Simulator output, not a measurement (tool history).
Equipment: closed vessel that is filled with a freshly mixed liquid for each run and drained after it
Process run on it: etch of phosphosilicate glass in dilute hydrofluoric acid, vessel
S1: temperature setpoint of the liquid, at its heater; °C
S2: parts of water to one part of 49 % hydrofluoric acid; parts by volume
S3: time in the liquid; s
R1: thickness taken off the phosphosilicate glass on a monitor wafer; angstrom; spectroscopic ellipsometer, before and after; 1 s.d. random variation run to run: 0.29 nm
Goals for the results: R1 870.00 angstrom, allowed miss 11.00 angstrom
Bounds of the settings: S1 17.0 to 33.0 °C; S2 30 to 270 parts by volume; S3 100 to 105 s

run 1 hour=0.0 | S1=25.0 S2=150 S3=100 | R1=1017.60
run 2 hour=6.8 | S1=24.5 S2=150 S3=100 | R1=998.64
run 3 hour=14.3 | S1=24.5 S2=150 S3=100 | R1=992.49
run 4 hour=21.1 | S1=24.5 S2=115 S3=100 | R1=1357.20
run 5 hour=23.2 | S1=27.5 S2=115 S3=100 | R1=1529.00
run 6 hour=26.4 | S1=26.0 S2=115 S3=100 | R1=1439.70
run 7 hour=34.1 | S1=25.0 S2=115 S3=100 | R1=1379.50
run 8 hour=35.1 | S1=24.0 S2=115 S3=100 | R1=1329.20
run 9 hour=41.1 | S1=23.0 S2=115 S3=100 | R1=1278.90
run 10 hour=44.2 | S1=22.0 S2=115 S3=100 | R1=1228.60
run 11 hour=52.1 | S1=22.0 S2=115 S3=100 | R1=1224.50
run 12 hour=58.2 | S1=21.5 S2=115 S3=100 | R1=1206.70
run 13 hour=61.0 | S1=21.0 S2=115 S3=100 | R1=1178.40
run 14 hour=63.0 | S1=20.5 S2=115 S3=100 | R1=1152.70
run 15 hour=63.7 | S1=20.0 S2=115 S3=100 | R1=1132.50
run 16 hour=66.7 | S1=19.5 S2=115 S3=100 | R1=1111.10
run 17 hour=70.6 | S1=17.0 S2=140 S3=100 | R1=804.42
run 18 hour=79.3 | S1=18.0 S2=140 S3=100 | R1=835.44
run 19 hour=85.2 | S1=18.5 S2=140 S3=100 | R1=857.16

Of the 4 settings listed for the next run, only one would bring every result within its allowed miss of target. Which one?
run A hour=91.1 | S1=18.0 S2=140 S3=100 | R1=?
run B hour=91.1 | S1=19.0 S2=140 S3=100 | R1=?
run C hour=91.1 | S1=20.0 S2=155 S3=105 | R1=?
run D hour=91.1 | S1=17.0 S2=135 S3=100 | R1=?

move=A R1=834.41
move=B R1=869.01
move=C R1=844.67
move=D R1=834.64
A: moves away from the targets compared with the last run
B: meets every target
C: moves away from the targets compared with the last run
D: moves away from the targets compared with the last run
B meets every target.
